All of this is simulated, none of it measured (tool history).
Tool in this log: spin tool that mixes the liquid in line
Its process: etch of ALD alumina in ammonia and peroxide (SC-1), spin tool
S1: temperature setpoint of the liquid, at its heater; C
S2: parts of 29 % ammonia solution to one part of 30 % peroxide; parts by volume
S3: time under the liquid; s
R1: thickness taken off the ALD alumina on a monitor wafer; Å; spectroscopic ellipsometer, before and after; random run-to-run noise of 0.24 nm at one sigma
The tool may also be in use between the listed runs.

{"run": 1, "hour": 0.0, "S1": 55, "S2": 0.65, "S3": 325, "R1": 156.64}
{"run": 2, "hour": 5.4, "S1": 58.5, "S2": 0.65, "S3": 325, "R1": 187.02}
{"run": 3, "hour": 11.2, "S1": 55, "S2": 0.65, "S3": 325, "R1": 156.07}
{"run": 4, "hour": 18.1, "S1": 58, "S2": 0.65, "S3": 325, "R1": 184.03}
{"run": 5, "hour": 23.4, "S1": 58, "S2": 0.45, "S3": 325, "R1": 174.74}
{"run": 6, "hour": 24.0, "S1": 58, "S2": 0.6, "S3": 325, "R1": 180.42}
{"run": 7, "hour": 32.2, "S1": 59.5, "S2": 0.6, "S3": 325, "R1": 195.62}

The next listed run, before its measurement:
{"hour": 33.4, "done": "thermometer replaced"}
{"run": 8, "hour": 33.4, "S1": 60.5, "S2": 0.6, "S3": 325, "R1": "?"}

{"run 8": {"R1": 229.37}}
